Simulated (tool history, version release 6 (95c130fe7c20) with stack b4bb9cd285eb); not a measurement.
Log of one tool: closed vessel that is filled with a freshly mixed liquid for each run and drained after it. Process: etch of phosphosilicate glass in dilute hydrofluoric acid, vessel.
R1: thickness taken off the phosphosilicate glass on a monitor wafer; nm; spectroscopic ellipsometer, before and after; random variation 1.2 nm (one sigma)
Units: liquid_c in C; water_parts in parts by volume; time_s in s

{"run": 1, "hour": 0.0, "liquid_c": 22.0, "water_parts": 130, "time_s": 95, "R1": 91.065}
{"run": 2, "hour": 4.2, "liquid_c": 22.0, "water_parts": 130, "time_s": 100, "R1": 95.227}
{"run": 3, "hour": 11.8, "liquid_c": 24.5, "water_parts": 120, "time_s": 100, "R1": 115.31}
{"run": 4, "hour": 16.0, "liquid_c": 24.5, "water_parts": 100, "time_s": 100, "R1": 141.78}
{"run": 5, "hour": 23.3, "liquid_c": 21.0, "water_parts": 100, "time_s": 100, "R1": 122.56}
{"run": 6, "hour": 25.7, "liquid_c": 21.0, "water_parts": 120, "time_s": 100, "R1": 100.31}
{"run": 7, "hour": 31.5, "liquid_c": 24.0, "water_parts": 115, "time_s": 100, "R1": 119.74}
{"run": 8, "hour": 37.2, "liquid_c": 26.0, "water_parts": 110, "time_s": 100, "R1": 136.39}
{"run": 9, "hour": 43.0, "liquid_c": 27.5, "water_parts": 110, "time_s": 100, "R1": 141.39}
{"run": 10, "hour": 45.6, "liquid_c": 28.5, "water_parts": 110, "time_s": 100, "R1": 148.25}
{"run": 11, "hour": 54.0, "liquid_c": 29.0, "water_parts": 110, "time_s": 100, "R1": 151.82}
{"hour": 61.2, "done": "hydrofluoric acid flow meter replaced"}
{"run": 12, "hour": 61.2, "liquid_c": 29.5, "water_parts": 110, "time_s": 100, "R1": 140.63}

Forecast run 13:
{"run": 13, "hour": 63.5, "liquid_c": 29.5, "water_parts": 105, "time_s": 100, "R1": "?"}

R1: 149.050 nm
